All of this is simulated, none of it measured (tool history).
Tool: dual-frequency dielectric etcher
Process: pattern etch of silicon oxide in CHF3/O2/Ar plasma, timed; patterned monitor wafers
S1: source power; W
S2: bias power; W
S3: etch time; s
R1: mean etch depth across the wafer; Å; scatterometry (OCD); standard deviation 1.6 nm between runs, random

run	hour	S1	S2	S3	R1
1	0	560	124	246.5	4406.7
2	3	580	125	246.5	4489.3
3	3.7	590	125	246.5	4525.8
4	5.2	530	125	246.5	4365.8
5	7.9	530	114	246.5	4259.1
6	11.1	560	116	246.5	4357.6
7	17.9	580	117	246.5	4453.4
8	19.8	590	118	246.5	4453.6
# hour 26.6: wet clean of the chamber
9	26.6	610	119	246.5	4300

Predict the results of run 10:
10	28	600	144	246.5	?

Run 10 came out at R1 4507.8 Å.

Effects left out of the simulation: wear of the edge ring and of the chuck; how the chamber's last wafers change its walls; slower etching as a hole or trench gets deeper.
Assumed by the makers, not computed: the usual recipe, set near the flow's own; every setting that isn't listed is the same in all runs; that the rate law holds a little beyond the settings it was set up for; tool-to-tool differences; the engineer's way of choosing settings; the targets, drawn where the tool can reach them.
